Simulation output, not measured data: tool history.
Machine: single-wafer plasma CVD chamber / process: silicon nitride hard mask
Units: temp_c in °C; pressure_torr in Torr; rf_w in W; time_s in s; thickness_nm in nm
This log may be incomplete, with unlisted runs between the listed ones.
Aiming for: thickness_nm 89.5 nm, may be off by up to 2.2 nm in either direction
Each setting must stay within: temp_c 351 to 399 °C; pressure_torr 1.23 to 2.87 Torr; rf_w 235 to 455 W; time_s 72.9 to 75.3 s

run	day	temp_c	pressure_torr	rf_w	time_s	thickness_nm
1	0	375	2.05	345	72.9	100.48
2	0.35	370	2.05	345	72.9	100.75
3	0.646	370	2.05	345	72.9	100.47
4	0.992	364	2.05	345	72.9	100.66
5	1.121	364	2.05	345	75.3	104.43
6	1.162	364	2.05	305	75.3	98.831
7	1.342	364	1.93	295	75.2	95.135
8	1.708	364	1.85	290	75.1	92.649
9	2.033	364	1.81	290	75.1	92.103

Which one of the following 4 next-run settings gets every result inside its allowed miss? There is exactly one.
A	2.358	362	1.75	335	74.6	?
B	2.358	362	1.94	285	75.3	?
C	2.358	356	1.68	325	72.9	?
D	2.358	369	2.17	280	75.3	?

move	thickness_nm
A	95.306
B	94.221
C	90.372
D	97.542
A: its largest miss is bigger than the last run's
B: its largest miss is bigger than the last run's
C: all results land within tolerance of their targets
D: its largest miss is bigger than the last run's
Correct choice: C, which meets every target
